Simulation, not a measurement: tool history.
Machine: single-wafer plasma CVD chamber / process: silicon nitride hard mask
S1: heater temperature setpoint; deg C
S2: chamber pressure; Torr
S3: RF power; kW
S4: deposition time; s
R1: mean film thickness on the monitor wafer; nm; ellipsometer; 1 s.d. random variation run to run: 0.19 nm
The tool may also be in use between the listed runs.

run	hour	S1	S2	S3	S4	R1
1	0	375	1.42	0.27	33.6	38.587
2	7.7	375	1.29	0.27	33.6	37.033
3	9	375	1.49	0.275	33.6	39.798
4	17.2	375	1.63	0.275	33.6	40.924
5	26.1	375	1.63	0.25	33.6	38.25
6	34.7	375	1.63	0.21	33.6	33.502

Estimate the outcome of run 7 from the log above:
7	35.8	375	1.74	0.23	33.6	?

{"run 7": {"R1": 36.71}}
